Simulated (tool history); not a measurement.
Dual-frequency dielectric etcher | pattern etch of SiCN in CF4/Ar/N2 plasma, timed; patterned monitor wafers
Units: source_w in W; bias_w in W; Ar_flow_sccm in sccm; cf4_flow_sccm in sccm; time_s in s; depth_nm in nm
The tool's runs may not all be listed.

{"run": 1, "day": 0.0, "source_w": 570, "bias_w": 80, "Ar_flow_sccm": 94, "cf4_flow_sccm": 45, "time_s": 94, "depth_nm": 89.429}
{"run": 2, "day": 0.038, "source_w": 570, "bias_w": 91, "Ar_flow_sccm": 94, "cf4_flow_sccm": 45, "time_s": 94, "depth_nm": 94.537}
{"run": 3, "day": 0.312, "source_w": 600, "bias_w": 92, "Ar_flow_sccm": 94, "cf4_flow_sccm": 45, "time_s": 94, "depth_nm": 98.254}
{"run": 4, "day": 0.358, "source_w": 630, "bias_w": 93, "Ar_flow_sccm": 94, "cf4_flow_sccm": 45, "time_s": 94, "depth_nm": 101.57}
{"run": 5, "day": 0.704, "source_w": 660, "bias_w": 94, "Ar_flow_sccm": 94, "cf4_flow_sccm": 45, "time_s": 94, "depth_nm": 104.56}
{"run": 6, "day": 0.758, "source_w": 660, "bias_w": 94, "Ar_flow_sccm": 94, "cf4_flow_sccm": 48, "time_s": 94, "depth_nm": 105.17}

Forecast run 7:
{"run": 7, "day": 1.067, "source_w": 680, "bias_w": 95, "Ar_flow_sccm": 93, "cf4_flow_sccm": 48, "time_s": 94, "depth_nm": "?"}

depth_nm: 108.53 nm
